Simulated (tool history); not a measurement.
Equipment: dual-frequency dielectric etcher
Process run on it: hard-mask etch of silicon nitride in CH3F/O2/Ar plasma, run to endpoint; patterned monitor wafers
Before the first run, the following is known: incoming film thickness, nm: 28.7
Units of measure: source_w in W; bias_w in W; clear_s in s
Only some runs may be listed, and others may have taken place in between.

Run 1, day 0: source_w 390 W, bias_w 84 W. Result: clear_s 39.113 s.
Run 2, day 0.179: source_w 400 W, bias_w 84 W. Result: clear_s 39.153 s.
Run 3, day 0.429: source_w 400 W, bias_w 74 W. Result: clear_s 41.51 s.
Run 4, day 0.479: source_w 370 W, bias_w 74 W. Result: clear_s 42.195 s.
Run 5, day 0.625: source_w 320 W, bias_w 74 W. Result: clear_s 43.138 s.
Run 6, day 0.758: source_w 280 W, bias_w 74 W. Result: clear_s 44.557 s.
Run 7, day 1.088: source_w 330 W, bias_w 76 W. Result: clear_s 42.569 s.
Run 8, day 1.304: source_w 370 W, bias_w 78 W. Result: clear_s 40.969 s.
Run 9, day 1.571: source_w 400 W, bias_w 79 W. Result: clear_s 40.659 s.
Run 10, day 1.671: source_w 420 W, bias_w 81 W. Result: clear_s 39.096 s.
Run 11, day 1.75: source_w 430 W, bias_w 82 W. Result: clear_s 39.097 s.
Run 12, day 1.908: source_w 450 W, bias_w 83 W. Result: clear_s 38.325 s.
Run 13, day 1.933: source_w 460 W, bias_w 83 W. Result: clear_s 37.884 s.

Expected results for the next run?
Run 14, day 2.042: source_w 470 W, bias_w 83 W. Result: clear_s ?.

{"run 14": {"clear_s": 37.957}}
